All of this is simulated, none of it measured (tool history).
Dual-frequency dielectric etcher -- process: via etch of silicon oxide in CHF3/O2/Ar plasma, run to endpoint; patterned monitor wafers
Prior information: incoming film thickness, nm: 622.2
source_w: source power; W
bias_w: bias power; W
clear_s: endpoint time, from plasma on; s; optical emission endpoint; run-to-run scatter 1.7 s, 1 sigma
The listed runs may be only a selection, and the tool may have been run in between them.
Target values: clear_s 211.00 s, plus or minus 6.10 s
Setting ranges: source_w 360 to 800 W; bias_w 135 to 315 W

{"run": 1, "day": 0.0, "source_w": 580, "bias_w": 225, "clear_s": 262.99}
{"run": 2, "day": 0.067, "source_w": 580, "bias_w": 193, "clear_s": 288.23}
{"run": 3, "day": 0.192, "source_w": 580, "bias_w": 166, "clear_s": 317.61}
{"run": 4, "day": 0.367, "source_w": 670, "bias_w": 166, "clear_s": 292.11}
{"run": 5, "day": 0.658, "source_w": 740, "bias_w": 166, "clear_s": 277.47}
{"run": 6, "day": 0.942, "source_w": 750, "bias_w": 180, "clear_s": 259.88}
{"run": 7, "day": 1.2, "source_w": 800, "bias_w": 225, "clear_s": 218.74}
{"run": 8, "day": 1.375, "source_w": 800, "bias_w": 227, "clear_s": 224.04}
{"run": 9, "day": 1.625, "source_w": 800, "bias_w": 231, "clear_s": 224.6}
{"run": 10, "day": 1.654, "source_w": 800, "bias_w": 236, "clear_s": 216.5}

Of the 4 settings listed for the next run, only one would bring every result within its allowed miss of target. Which one?
{"run": "A", "day": 1.683, "source_w": 780, "bias_w": 219, "clear_s": "?"}
{"run": "B", "day": 1.683, "source_w": 800, "bias_w": 251, "clear_s": "?"}
{"run": "C", "day": 1.683, "source_w": 770, "bias_w": 224, "clear_s": "?"}
{"run": "D", "day": 1.683, "source_w": 750, "bias_w": 211, "clear_s": "?"}

move=A clear_s=229.91
move=B clear_s=210.94
move=C clear_s=228.52
move=D clear_s=239.33
A: misses by more than the last run did
B: meets every target
C: misses by more than the last run did
D: misses by more than the last run did
The right move is B.
